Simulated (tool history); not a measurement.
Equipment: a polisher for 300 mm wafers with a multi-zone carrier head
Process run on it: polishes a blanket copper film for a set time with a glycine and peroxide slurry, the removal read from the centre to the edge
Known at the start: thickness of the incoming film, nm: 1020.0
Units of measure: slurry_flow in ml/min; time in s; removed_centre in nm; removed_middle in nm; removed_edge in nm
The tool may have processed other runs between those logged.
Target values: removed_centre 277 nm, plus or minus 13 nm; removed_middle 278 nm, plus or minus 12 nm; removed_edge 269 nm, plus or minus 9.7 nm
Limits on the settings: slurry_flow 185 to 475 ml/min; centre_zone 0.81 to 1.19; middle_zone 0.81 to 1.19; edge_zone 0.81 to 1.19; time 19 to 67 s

{"run": 1, "hour": 0.0, "slurry_flow": 305, "centre_zone": 1, "middle_zone": 1, "edge_zone": 1, "time": 43, "removed_centre": 313.19, "removed_middle": 314.09, "removed_edge": 315.99}
{"run": 2, "hour": 3.7, "slurry_flow": 305, "centre_zone": 1, "middle_zone": 1, "edge_zone": 1, "time": 53, "removed_centre": 390.93, "removed_middle": 379.69, "removed_edge": 383.45}
{"run": 3, "hour": 6.8, "slurry_flow": 305, "centre_zone": 1, "middle_zone": 1, "edge_zone": 1.08, "time": 53, "removed_centre": 380.33, "removed_middle": 396.66, "removed_edge": 395.58}
{"run": 4, "hour": 11.3, "slurry_flow": 330, "centre_zone": 1, "middle_zone": 1, "edge_zone": 1.08, "time": 53, "removed_centre": 386.28, "removed_middle": 385.16, "removed_edge": 408.81}
{"run": 5, "hour": 12.1, "slurry_flow": 330, "centre_zone": 1, "middle_zone": 1, "edge_zone": 1.08, "time": 63, "removed_centre": 460.22, "removed_middle": 463.41, "removed_edge": 474.41}
{"run": 6, "hour": 17.7, "slurry_flow": 315, "centre_zone": 0.99, "middle_zone": 1, "edge_zone": 1.04, "time": 58, "removed_centre": 415.13, "removed_middle": 426.81, "removed_edge": 428.73}
{"run": 7, "hour": 26.4, "slurry_flow": 305, "centre_zone": 0.99, "middle_zone": 0.99, "edge_zone": 1.01, "time": 54, "removed_centre": 381.44, "removed_middle": 393.58, "removed_edge": 398.25}
{"run": 8, "hour": 27.8, "slurry_flow": 300, "centre_zone": 0.99, "middle_zone": 1, "edge_zone": 1, "time": 50, "removed_centre": 356.82, "removed_middle": 374.49, "removed_edge": 366.69}
{"run": 9, "hour": 32.6, "slurry_flow": 295, "centre_zone": 1, "middle_zone": 0.99, "edge_zone": 0.99, "time": 47, "removed_centre": 343.1, "removed_middle": 347.15, "removed_edge": 346.7}
{"run": 10, "hour": 37.0, "slurry_flow": 300, "centre_zone": 1, "middle_zone": 1, "edge_zone": 0.98, "time": 45, "removed_centre": 326.24, "removed_middle": 331.87, "removed_edge": 327.09}
{"run": 11, "hour": 41.2, "slurry_flow": 300, "centre_zone": 1, "middle_zone": 1, "edge_zone": 0.97, "time": 43, "removed_centre": 307.34, "removed_middle": 315.99, "removed_edge": 313.86}
{"run": 12, "hour": 47.0, "slurry_flow": 295, "centre_zone": 1.01, "middle_zone": 1, "edge_zone": 0.96, "time": 42, "removed_centre": 305.88, "removed_middle": 307.48, "removed_edge": 303.71}
{"run": 13, "hour": 51.0, "slurry_flow": 295, "centre_zone": 1.01, "middle_zone": 1, "edge_zone": 0.95, "time": 41, "removed_centre": 299.4, "removed_middle": 302.67, "removed_edge": 294.14}
{"run": 14, "hour": 56.7, "slurry_flow": 295, "centre_zone": 1.01, "middle_zone": 1, "edge_zone": 0.94, "time": 40, "removed_centre": 293.8, "removed_middle": 289.63, "removed_edge": 278.5}
{"run": 15, "hour": 58.6, "slurry_flow": 295, "centre_zone": 1, "middle_zone": 1, "edge_zone": 0.94, "time": 40, "removed_centre": 290.81, "removed_middle": 291.07, "removed_edge": 287.63}
{"run": 16, "hour": 61.5, "slurry_flow": 295, "centre_zone": 1, "middle_zone": 1, "edge_zone": 0.93, "time": 40, "removed_centre": 287.97, "removed_middle": 294.48, "removed_edge": 282.19}

Exactly one of the 5 candidate moves below puts every result within its allowed miss. Which one?
{"run": "A", "hour": 64.4, "slurry_flow": 405, "centre_zone": 1.07, "middle_zone": 1.18, "edge_zone": 0.86, "time": 38, "removed_centre": "?", "removed_middle": "?", "removed_edge": "?"}
{"run": "B", "hour": 64.4, "slurry_flow": 315, "centre_zone": 1.04, "middle_zone": 0.98, "edge_zone": 1, "time": 40, "removed_centre": "?", "removed_middle": "?", "removed_edge": "?"}
{"run": "C", "hour": 64.4, "slurry_flow": 330, "centre_zone": 0.95, "middle_zone": 0.88, "edge_zone": 0.98, "time": 40, "removed_centre": "?", "removed_middle": "?", "removed_edge": "?"}
{"run": "D", "hour": 64.4, "slurry_flow": 250, "centre_zone": 0.92, "middle_zone": 0.94, "edge_zone": 0.98, "time": 42, "removed_centre": "?", "removed_middle": "?", "removed_edge": "?"}
{"run": "E", "hour": 64.4, "slurry_flow": 185, "centre_zone": 1.02, "middle_zone": 0.99, "edge_zone": 0.93, "time": 39, "removed_centre": "?", "removed_middle": "?", "removed_edge": "?"}

move=A removed_centre=297.78 removed_middle=322.07 removed_edge=263.23
move=B removed_centre=299.63 removed_middle=293.15 removed_edge=291.78
move=C removed_centre=274.15 removed_middle=273.4 removed_edge=290.25
move=D removed_centre=273.89 removed_middle=295.38 removed_edge=300.88
move=E removed_centre=276.75 removed_middle=279.07 removed_edge=269.74
A: the biggest miss grows against the last run
B: the biggest miss grows against the last run
C: meets the target for the result that was furthest off, but another lies outside its allowed miss
D: the biggest miss grows against the last run
E: hits every target within its allowed miss
Go with E: it meets all targets.
